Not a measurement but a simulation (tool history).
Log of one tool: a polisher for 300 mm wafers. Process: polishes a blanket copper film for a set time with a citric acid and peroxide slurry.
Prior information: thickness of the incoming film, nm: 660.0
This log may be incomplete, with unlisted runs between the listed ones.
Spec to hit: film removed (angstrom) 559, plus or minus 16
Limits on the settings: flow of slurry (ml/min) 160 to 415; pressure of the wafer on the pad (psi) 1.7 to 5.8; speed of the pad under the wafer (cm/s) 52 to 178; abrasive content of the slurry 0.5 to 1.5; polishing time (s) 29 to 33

run,hour,flow of slurry (ml/min),pressure of the wafer on the pad (psi),speed of the pad under the wafer (cm/s),abrasive content of the slurry,polishing time (s),film removed (angstrom)
1,0,265,3.7,114,1,33,1199.9
2,2.1,265,3.4,110,1,33,1098.8
3,8.8,265,3.1,104,1,33,926.82
4,13.2,300,3.1,104,1,33,938.5
5,19.6,300,2.9,102,1,33,858.76
6,28.1,300,2.9,102,1.15,33,919.15
7,33.2,300,2.7,100,1.15,33,834.57
8,41.6,300,2.5,98,1.15,33,749.78
9,48.3,295,2.4,98,1.15,33,736.42
10,49.7,295,2.3,98,1.15,33,704.26
11,56.5,290,2.2,98,1.15,33,659.36
12,61,275,2.2,98,1.15,33,667.05
13,68.7,265,2.1,98,1.15,33,628.8
14,70.3,255,2.1,98,1.15,33,634.87
15,79,250,2.1,98,1.15,33,634.36
16,85.8,245,2.1,98,1.15,33,633.02
17,93.3,240,1.7,96,1.15,33,508.27
18,101.3,310,1.9,96,1.15,33,576.18

5 next moves are on the table. One of them brings every result within its allowed miss. Which?
A,109.3,315,1.9,100,1.15,29,?
B,109.3,295,2.1,92,1.15,33,?
C,109.3,330,1.8,92,1.2,33,?
D,109.3,370,1.7,100,1.2,32,?
E,109.3,290,2.4,80,0.9,32,?

move,film removed (angstrom)
A,528.01
B,609.87
C,538.52
D,537.33
E,555.17
A: the result that was furthest off in the last run now lies on the other side of its target
B: its largest miss is bigger than the last run's
C: the result that was furthest off in the last run now lies on the other side of its target
D: the result that was furthest off in the last run now lies on the other side of its target
E: meets every target
So the answer is move E, the one that meets all the targets.
